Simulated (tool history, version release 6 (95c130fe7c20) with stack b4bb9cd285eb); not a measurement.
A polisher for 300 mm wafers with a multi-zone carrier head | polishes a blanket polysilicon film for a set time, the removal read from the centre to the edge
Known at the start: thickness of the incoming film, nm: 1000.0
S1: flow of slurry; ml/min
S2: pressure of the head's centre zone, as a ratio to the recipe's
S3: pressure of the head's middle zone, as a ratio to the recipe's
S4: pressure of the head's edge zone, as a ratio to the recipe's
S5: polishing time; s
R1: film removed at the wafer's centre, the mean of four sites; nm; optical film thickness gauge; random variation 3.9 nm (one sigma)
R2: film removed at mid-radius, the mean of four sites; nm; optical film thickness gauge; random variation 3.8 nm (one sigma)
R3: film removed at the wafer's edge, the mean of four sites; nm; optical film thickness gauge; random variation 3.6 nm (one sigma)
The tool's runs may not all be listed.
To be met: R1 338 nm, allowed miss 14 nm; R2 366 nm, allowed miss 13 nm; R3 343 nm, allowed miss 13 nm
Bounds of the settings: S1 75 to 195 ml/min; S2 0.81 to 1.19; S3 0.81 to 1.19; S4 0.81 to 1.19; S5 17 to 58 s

Run 1, hour 0: S1 125 ml/min, S2 1, S3 1, S4 1, S5 37 s. Result: R1 290.82 nm, R2 283.45 nm, R3 285.5 nm.
Run 2, hour 8.5: S1 125 ml/min, S2 1.08, S3 1, S4 1, S5 37 s. Result: R1 310.84 nm, R2 281.12 nm, R3 284.59 nm.
Run 3, hour 11.2: S1 155 ml/min, S2 1.08, S3 1, S4 1, S5 37 s. Result: R1 328.77 nm, R2 294.08 nm, R3 293.35 nm.
Run 4, hour 13.7: S1 155 ml/min, S2 1.08, S3 1.04, S4 1, S5 37 s. Result: R1 326.39 nm, R2 302.44 nm, R3 294.4 nm.
Run 5, hour 20.6: S1 160 ml/min, S2 1.07, S3 1.07, S4 1.02, S5 38 s. Result: R1 331.88 nm, R2 329.42 nm, R3 308.55 nm.
Run 6, hour 23.4: S1 165 ml/min, S2 1.06, S3 1.08, S4 1.04, S5 38 s. Result: R1 329.25 nm, R2 327.53 nm, R3 306.22 nm.
Run 7, hour 32.3: S1 165 ml/min, S2 1.04, S3 1.08, S4 1.06, S5 39 s. Result: R1 332.84 nm, R2 331.61 nm, R3 319.28 nm.
Run 8, hour 35.1: S1 170 ml/min, S2 1.03, S3 1.09, S4 1.07, S5 39 s. Result: R1 335.68 nm, R2 344.23 nm, R3 328.12 nm.
Run 9, hour 38.1: S1 175 ml/min, S2 1.02, S3 1.1, S4 1.08, S5 39 s. Result: R1 334.89 nm, R2 345.19 nm, R3 325.65 nm.
Run 10, hour 43.5: S1 175 ml/min, S2 1.01, S3 1.11, S4 1.09, S5 39 s. Result: R1 333.18 nm, R2 344.48 nm, R3 321.46 nm.

Which of these 5 next moves meets every target?
Run A, hour 48.9: S1 180 ml/min, S2 1.01, S3 1.14, S4 1.1, S5 44 s. Result: R1 ?, R2 ?, R3 ?.
Run B, hour 48.9: S1 165 ml/min, S2 0.99, S3 1.08, S4 1.07, S5 42 s. Result: R1 ?, R2 ?, R3 ?.
Run C, hour 48.9: S1 180 ml/min, S2 1.04, S3 1.05, S4 1.16, S5 38 s. Result: R1 ?, R2 ?, R3 ?.
Run D, hour 48.9: S1 185 ml/min, S2 1, S3 1, S4 1.15, S5 40 s. Result: R1 ?, R2 ?, R3 ?.
Run E, hour 48.9: S1 185 ml/min, S2 1.1, S3 1, S4 1.07, S5 41 s. Result: R1 ?, R2 ?, R3 ?.

move      R1      R2      R3
   A  374.27  401.47  369.42
   B  344.61  360.93  344.58
   C   332.7  323.08  328.24
   D  338.08  327.73  345.24
   E  381.46  335.79  341.14
A: takes the result that was furthest off past its target
B: meets every target
C: further off than the last run
D: brings the result that was furthest off to its target, and leaves another outside
E: brings the result that was furthest off to its target, and leaves another outside
Move B is the one to make.
